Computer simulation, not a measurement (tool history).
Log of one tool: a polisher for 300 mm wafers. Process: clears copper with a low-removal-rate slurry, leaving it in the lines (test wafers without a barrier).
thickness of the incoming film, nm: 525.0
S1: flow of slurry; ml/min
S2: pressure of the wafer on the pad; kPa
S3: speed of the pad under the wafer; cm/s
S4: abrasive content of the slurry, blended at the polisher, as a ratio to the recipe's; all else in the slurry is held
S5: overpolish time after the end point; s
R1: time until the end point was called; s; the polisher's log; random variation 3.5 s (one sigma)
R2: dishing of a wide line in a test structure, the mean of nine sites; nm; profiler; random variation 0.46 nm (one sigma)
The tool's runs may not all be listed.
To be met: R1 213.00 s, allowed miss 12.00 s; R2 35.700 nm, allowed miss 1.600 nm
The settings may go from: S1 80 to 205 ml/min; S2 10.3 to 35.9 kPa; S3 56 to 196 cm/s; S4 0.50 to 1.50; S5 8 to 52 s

{"run": 1, "hour": 0.0, "S1": 135, "S2": 22.8, "S3": 126, "S4": 1.0, "S5": 26, "R1": 139.49, "R2": 45.316}
{"run": 2, "hour": 2.9, "S1": 135, "S2": 22.8, "S3": 138, "S4": 1.0, "S5": 26, "R1": 128.15, "R2": 47.729}
{"run": 3, "hour": 6.9, "S1": 135, "S2": 26.9, "S3": 138, "S4": 1.0, "S5": 26, "R1": 107.72, "R2": 51.98}
{"run": 4, "hour": 7.7, "S1": 135, "S2": 22.1, "S3": 136, "S4": 1.0, "S5": 26, "R1": 133.17, "R2": 45.407}
{"run": 5, "hour": 14.6, "S1": 135, "S2": 20.0, "S3": 136, "S4": 1.0, "S5": 26, "R1": 143.72, "R2": 43.539}
{"run": 6, "hour": 17.6, "S1": 135, "S2": 17.2, "S3": 134, "S4": 1.0, "S5": 27, "R1": 170.07, "R2": 40.4}
{"run": 7, "hour": 19.8, "S1": 135, "S2": 15.9, "S3": 134, "S4": 1.0, "S5": 27, "R1": 184.74, "R2": 38.102}
{"run": 8, "hour": 25.7, "S1": 125, "S2": 13.1, "S3": 132, "S4": 1.0, "S5": 28, "R1": 226.19, "R2": 34.24}

Which of these 4 next moves meets every target?
{"run": "A", "hour": 31.6, "S1": 90, "S2": 11.0, "S3": 146, "S4": 1.1, "S5": 34, "R1": "?", "R2": "?"}
{"run": "B", "hour": 31.6, "S1": 130, "S2": 11.7, "S3": 136, "S4": 0.95, "S5": 31, "R1": "?", "R2": "?"}
{"run": "C", "hour": 31.6, "S1": 145, "S2": 13.1, "S3": 144, "S4": 0.95, "S5": 23, "R1": "?", "R2": "?"}
{"run": "D", "hour": 31.6, "S1": 125, "S2": 12.4, "S3": 150, "S4": 0.95, "S5": 28, "R1": "?", "R2": "?"}

move=A R1=258.68 R2=34.810
move=B R1=243.71 R2=34.251
move=C R1=203.45 R2=31.937
move=D R1=212.82 R2=35.120
A: further off than the last run
B: further off than the last run
C: brings the result that was furthest off to its target, and leaves another outside
D: meets every target
The right move is D.
